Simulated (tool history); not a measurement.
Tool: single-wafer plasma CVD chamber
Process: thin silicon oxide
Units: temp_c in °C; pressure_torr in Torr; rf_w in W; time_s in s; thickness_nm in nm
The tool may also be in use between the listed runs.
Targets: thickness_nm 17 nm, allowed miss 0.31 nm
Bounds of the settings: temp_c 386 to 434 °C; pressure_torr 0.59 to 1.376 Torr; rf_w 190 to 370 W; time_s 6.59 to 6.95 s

run,hour,temp_c,pressure_torr,rf_w,time_s,thickness_nm
1,0,410,0.983,280,6.95,14.489
2,7.5,405,0.983,280,6.95,14.596
3,15.9,405,1.019,280,6.95,14.971
4,24.1,405,1.049,280,6.95,15.172
5,25.3,405,1.049,300,6.95,15.619
6,26.3,405,1.071,300,6.95,15.768
7,33.3,405,1.092,300,6.95,16.071
# hour 40.6: thermocouple changed; heater temperature recalibrated
8,40.6,405,1.107,300,6.95,16.177
9,44.8,405,1.121,300,6.95,16.375
10,53.3,405,1.131,300,6.95,16.33
11,61.8,405,1.143,300,6.95,16.613

4 next moves are on the table. One of them brings every result within its allowed miss. Which?
A,70.3,409,1.176,305,6.95,?
B,70.3,406,1.225,320,6.95,?
C,70.3,399,1.319,295,6.95,?
D,70.3,409,1.248,315,6.89,?

move,thickness_nm
A,16.908
B,17.75
C,17.663
D,17.573
A: meets every target
B: takes the result that was furthest off past its target
C: takes the result that was furthest off past its target
D: takes the result that was furthest off past its target
The right move is A.
